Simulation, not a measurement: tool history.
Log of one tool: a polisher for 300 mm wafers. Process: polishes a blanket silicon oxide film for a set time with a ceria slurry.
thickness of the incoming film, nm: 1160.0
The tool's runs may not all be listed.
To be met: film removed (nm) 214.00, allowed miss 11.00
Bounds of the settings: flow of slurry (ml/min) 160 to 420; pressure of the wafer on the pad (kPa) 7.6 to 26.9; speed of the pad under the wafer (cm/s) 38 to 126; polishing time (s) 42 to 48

run,hour,flow of slurry (ml/min),pressure of the wafer on the pad (kPa),speed of the pad under the wafer (cm/s),polishing time (s),film removed (nm)
1,0.0,270,17.2,82,48,136.57
2,5.3,270,17.2,68,48,115.97
3,9.2,270,18.6,70,48,130.31
4,17.0,270,18.6,70,48,128.50
5,22.6,320,18.6,70,48,132.05
6,28.5,320,20.0,70,48,141.59
7,29.3,320,20.0,70,48,142.62
8,35.7,320,20.7,70,48,145.92
9,41.7,320,21.4,72,48,157.05
10,43.7,320,22.1,72,48,162.21
11,44.8,320,22.8,72,48,163.00
12,45.8,320,23.4,74,48,172.02
13,54.7,320,24.1,74,48,178.40

Which of these 5 next moves meets every target?
A,63.6,355,24.8,76,48,?
B,63.6,355,25.5,70,48,?
C,63.6,360,26.2,90,45,?
D,63.6,370,23.4,78,48,?
E,63.6,360,22.1,84,48,?

move,film removed (nm)
A,190.08
B,181.94
C,218.00
D,184.41
E,185.00
A: nearer than the last run, and not there yet
B: nearer than the last run, and not there yet
C: meets every target
D: nearer than the last run, and not there yet
E: nearer than the last run, and not there yet
Move C is the one to make.
